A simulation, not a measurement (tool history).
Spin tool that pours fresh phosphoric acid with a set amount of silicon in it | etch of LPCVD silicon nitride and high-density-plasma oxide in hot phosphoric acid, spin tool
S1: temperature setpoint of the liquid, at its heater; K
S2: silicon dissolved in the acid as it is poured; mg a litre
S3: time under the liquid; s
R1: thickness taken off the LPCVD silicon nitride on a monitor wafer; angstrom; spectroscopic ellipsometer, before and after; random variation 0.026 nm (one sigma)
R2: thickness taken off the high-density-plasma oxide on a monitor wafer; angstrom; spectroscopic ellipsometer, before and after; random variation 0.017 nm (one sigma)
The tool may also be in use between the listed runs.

run,day,S1,S2,S3,R1,R2
1,0.000,436.15,14.5,55,50.693,2.09110
2,0.029,436.65,14.5,55,52.215,2.52380
3,0.188,436.65,14.5,45,42.174,1.61820
4,0.350,436.65,16.5,45,42.148,1.44920
5,0.462,436.65,16.5,20,18.978,0.43323
6,0.800,434.65,16.5,20,17.690,0.34645
7,0.838,437.15,23.5,50,47.877,1.72240
8,1.167,437.15,23.5,50,47.809,1.41830

Run 9 comes next. What will it give?
9,1.354,437.15,24.0,50,?,?

R1: 48.022 angstrom
R2: 1.19710 angstrom

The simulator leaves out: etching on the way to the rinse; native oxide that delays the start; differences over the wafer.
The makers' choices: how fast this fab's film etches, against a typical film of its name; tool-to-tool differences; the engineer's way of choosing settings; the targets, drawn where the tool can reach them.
